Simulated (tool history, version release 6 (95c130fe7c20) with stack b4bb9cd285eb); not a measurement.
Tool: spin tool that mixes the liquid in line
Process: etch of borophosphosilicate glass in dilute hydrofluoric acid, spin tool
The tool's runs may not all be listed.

| run | day | temperature setpoint of the liquid (°C) | parts of water to one part of 49 % hydrofluoric acid (parts by volume) | time under the liquid (s) | thickness taken off the borophosphosilicate glass on a monitor wafer (Å) |
|---|---|---|---|---|---|
| 1 | 0.000 | 23.0 | 280 | 225 | 178.79 |
| 2 | 0.108 | 20.0 | 280 | 225 | 162.14 |
| 3 | 0.308 | 20.0 | 280 | 225 | 160.10 |
| 4 | 0.675 | 19.0 | 305 | 225 | 140.24 |
| 5 | 0.812 | 18.5 | 325 | 225 | 127.32 |
| 6 | 0.967 | 18.0 | 340 | 225 | 116.80 |

Estimate the outcome of run 7 from the log above:
| 7 | 1.058 | 17.5 | 350 | 225 | ? |

{"run 7": {"thickness taken off the borophosphosilicate glass on a monitor wafer (Å)": 110.39}}
